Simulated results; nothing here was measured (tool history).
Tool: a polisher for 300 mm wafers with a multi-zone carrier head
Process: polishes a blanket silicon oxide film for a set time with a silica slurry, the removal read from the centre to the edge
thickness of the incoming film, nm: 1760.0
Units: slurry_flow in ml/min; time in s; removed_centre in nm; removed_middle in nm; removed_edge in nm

run    day  slurry_flow  centre_zone  middle_zone  edge_zone  slurry_solids  time  removed_centre  removed_middle  removed_edge
  1      0          295            1            1          1              1    63          237.49          241.49        240.02
  2  0.362          295            1            1          1            0.9    63          231.36          230.87        228.13
  3    0.4          305         1.04         1.01       1.03              1    63          249.42          241.38        241.08
  4  0.742          305         1.04         1.01       0.97              1    63          253.24          247.05        235.95
  5  0.804          305         1.04         0.94       0.97              1    63          255.16          228.68        235.64
  6   1.15          305         0.98         0.94       0.97              1    63          240.99          228.12        233.17
  7  1.446          340         1.08         1.04       1.07           1.25    64          284.59          272.51        273.55

Forecast run 8:
  8  1.817          340         1.08         1.04       1.07           1.25    64               ?               ?             ?

removed_centre: 292.37 nm
removed_middle: 272.88 nm
removed_edge: 269.38 nm
